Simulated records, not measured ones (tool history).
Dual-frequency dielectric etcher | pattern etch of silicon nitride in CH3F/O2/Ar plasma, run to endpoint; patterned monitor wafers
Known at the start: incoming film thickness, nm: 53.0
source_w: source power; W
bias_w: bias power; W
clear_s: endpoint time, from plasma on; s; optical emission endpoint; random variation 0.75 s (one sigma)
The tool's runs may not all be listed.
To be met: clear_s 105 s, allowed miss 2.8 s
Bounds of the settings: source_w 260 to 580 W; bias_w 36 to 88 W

run	hour	source_w	bias_w	clear_s
1	0	420	62	87.782
2	6.7	360	62	95.162
3	9.2	430	62	85.762
4	13	490	62	80.34
5	16.6	540	62	78.418
6	18.3	480	57	83.454
7	20.4	400	44	96.661
8	29.2	380	43	101.9

5 next moves are on the table. One of them brings every result within its allowed miss. Which?
A	38	380	50	?
B	38	420	46	?
C	38	400	43	?
D	38	350	51	?
E	38	370	39	?

move	clear_s
A	96.244
B	93.841
C	97.811
D	99.634
E	104.23
A: further off than the last run
B: further off than the last run
C: further off than the last run
D: further off than the last run
E: meets every target
The right move is E.
